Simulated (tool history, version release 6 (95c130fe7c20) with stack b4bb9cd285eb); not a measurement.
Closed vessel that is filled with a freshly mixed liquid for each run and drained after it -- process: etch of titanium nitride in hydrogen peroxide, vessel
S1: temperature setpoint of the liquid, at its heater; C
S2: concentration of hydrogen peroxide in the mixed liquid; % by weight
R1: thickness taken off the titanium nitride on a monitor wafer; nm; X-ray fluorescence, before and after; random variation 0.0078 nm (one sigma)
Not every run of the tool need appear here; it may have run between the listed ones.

run 1 hour=0.0 | S1=53.0 S2=15.0 time_in_the_liquid_(s)=30 | R1=1.2377
run 2 hour=5.7 | S1=53.0 S2=17.5 time_in_the_liquid_(s)=30 | R1=1.2819
run 3 hour=8.6 | S1=53.0 S2=17.5 time_in_the_liquid_(s)=30 | R1=1.2925
run 4 hour=14.3 | S1=53.0 S2=19.5 time_in_the_liquid_(s)=30 | R1=1.3095
run 5 hour=18.9 | S1=53.0 S2=20.5 time_in_the_liquid_(s)=30 | R1=1.3079
run 6 hour=25.1 | S1=59.5 S2=20.5 time_in_the_liquid_(s)=30 | R1=2.0708
run 7 hour=25.9 | S1=58.0 S2=20.5 time_in_the_liquid_(s)=30 | R1=1.8852
run 8 hour=33.9 | S1=57.0 S2=20.5 time_in_the_liquid_(s)=30 | R1=1.7760
-- hour=42.5 peroxide flow meter replaced
run 9 hour=42.5 | S1=56.0 S2=20.5 time_in_the_liquid_(s)=30 | R1=1.6146

Run 10 is up next; what results do you expect?
run 10 hour=50.1 | S1=55.0 S2=20.5 time_in_the_liquid_(s)=30 | R1=?

R1: 1.4855 nm

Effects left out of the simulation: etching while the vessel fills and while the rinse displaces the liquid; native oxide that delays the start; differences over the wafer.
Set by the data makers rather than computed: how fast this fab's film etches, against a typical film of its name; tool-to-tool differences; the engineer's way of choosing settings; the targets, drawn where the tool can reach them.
